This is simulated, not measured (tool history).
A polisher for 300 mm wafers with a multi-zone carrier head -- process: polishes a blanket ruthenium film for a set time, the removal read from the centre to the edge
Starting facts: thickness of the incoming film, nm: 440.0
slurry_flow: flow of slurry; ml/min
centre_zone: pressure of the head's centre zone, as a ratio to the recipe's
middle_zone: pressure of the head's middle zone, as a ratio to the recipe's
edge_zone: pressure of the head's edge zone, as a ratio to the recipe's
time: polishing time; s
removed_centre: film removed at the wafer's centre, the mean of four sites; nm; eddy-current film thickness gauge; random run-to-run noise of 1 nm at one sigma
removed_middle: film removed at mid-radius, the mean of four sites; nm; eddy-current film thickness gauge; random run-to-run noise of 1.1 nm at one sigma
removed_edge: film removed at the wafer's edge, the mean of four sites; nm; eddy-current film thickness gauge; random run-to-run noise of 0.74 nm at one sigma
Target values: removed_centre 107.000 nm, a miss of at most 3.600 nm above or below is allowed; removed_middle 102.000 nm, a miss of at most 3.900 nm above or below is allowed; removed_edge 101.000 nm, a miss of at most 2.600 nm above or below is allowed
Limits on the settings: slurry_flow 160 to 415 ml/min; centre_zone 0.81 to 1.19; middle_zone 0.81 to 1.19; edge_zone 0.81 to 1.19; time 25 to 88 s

run	hour	slurry_flow	centre_zone	middle_zone	edge_zone	time	removed_centre	removed_middle	removed_edge
1	0.0	265	1.00	1.00	1.00	56	68.302	71.849	71.556
2	4.4	265	1.00	1.07	1.00	56	69.168	76.635	71.080
3	6.7	275	1.03	1.07	1.03	59	74.887	80.586	76.251
4	10.2	280	1.06	1.08	1.05	61	79.958	84.831	80.654
5	11.2	280	1.06	1.08	1.05	53	68.970	73.348	70.768
# hour 12.2: slurry nozzle cleaned
6	12.2	280	1.06	1.08	1.00	53	70.734	74.876	69.475
7	14.2	290	1.08	1.08	1.02	56	78.333	78.842	75.087
8	17.8	305	1.10	1.09	1.05	58	81.889	85.710	78.521
9	23.3	310	1.12	1.07	1.07	60	86.233	85.621	82.447
10	31.5	320	1.13	1.07	1.09	62	92.413	89.404	85.436
11	33.2	315	1.13	1.07	1.11	64	94.659	90.004	89.921
12	37.7	320	1.14	1.08	1.12	65	95.767	92.088	91.968
13	42.5	330	1.15	1.09	1.13	65	96.737	92.562	91.490
14	48.3	335	1.15	1.09	1.14	66	99.089	96.154	93.266
15	51.6	335	1.15	1.09	1.14	66	98.852	96.691	93.823

Below are 4 possible settings for the next run. Only one of them brings all results inside the allowed miss of their targets. Which is it?
A	54.9	365	1.18	1.12	1.07	72	?	?	?
B	54.9	295	1.19	1.13	1.04	69	?	?	?
C	54.9	275	1.13	1.06	1.08	74	?	?	?
D	54.9	385	1.19	1.17	1.05	73	?	?	?

move	removed_centre	removed_middle	removed_edge
A	113.480	108.530	98.060
B	107.490	102.910	91.367
C	108.550	103.810	99.422
D	116.600	114.710	98.734
A: gains on the last run, yet a result remains outside its allowed miss
B: moves away from the targets compared with the last run
C: hits every target within its allowed miss
D: corrects the largest miss of the last run, while another result sits out of spec
The move that meets every target is C.
